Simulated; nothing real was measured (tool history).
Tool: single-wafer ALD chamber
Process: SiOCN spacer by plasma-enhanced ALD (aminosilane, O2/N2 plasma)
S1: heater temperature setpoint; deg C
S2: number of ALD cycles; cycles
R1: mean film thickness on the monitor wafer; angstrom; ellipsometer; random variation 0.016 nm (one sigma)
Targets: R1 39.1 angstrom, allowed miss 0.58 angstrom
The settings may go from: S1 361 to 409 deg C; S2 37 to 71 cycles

| run | hour | S1 | S2 | R1 |
|---|---|---|---|---|
| 1 | 0 | 385 | 54 | 34.077 |
| 2 | 8.3 | 392 | 54 | 34.087 |
| 3 | 11.6 | 392 | 50 | 31.646 |
| 4 | 15.4 | 392 | 54 | 34.096 |
| 5 | 17.7 | 392 | 51 | 32.393 |
| 6 | 22.1 | 392 | 45 | 28.626 |
| 7 | 27.4 | 392 | 50 | 31.887 |
| 8 | 34.4 | 392 | 59 | 37.096 |
| 9 | 38.5 | 392 | 59 | 37.36 |

4 next moves are on the table. One of them brings every result within its allowed miss. Which?
| A | 42.6 | 392 | 55 | ? |
| B | 42.6 | 382 | 56 | ? |
| C | 42.6 | 379 | 62 | ? |
| D | 42.6 | 393 | 55 | ? |

| move | R1 |
|---|---|
| A | 34.761 |
| B | 35.393 |
| C | 39.186 |
| D | 34.761 |
A: further off than the last run
B: further off than the last run
C: meets every target
D: further off than the last run
Answer: C

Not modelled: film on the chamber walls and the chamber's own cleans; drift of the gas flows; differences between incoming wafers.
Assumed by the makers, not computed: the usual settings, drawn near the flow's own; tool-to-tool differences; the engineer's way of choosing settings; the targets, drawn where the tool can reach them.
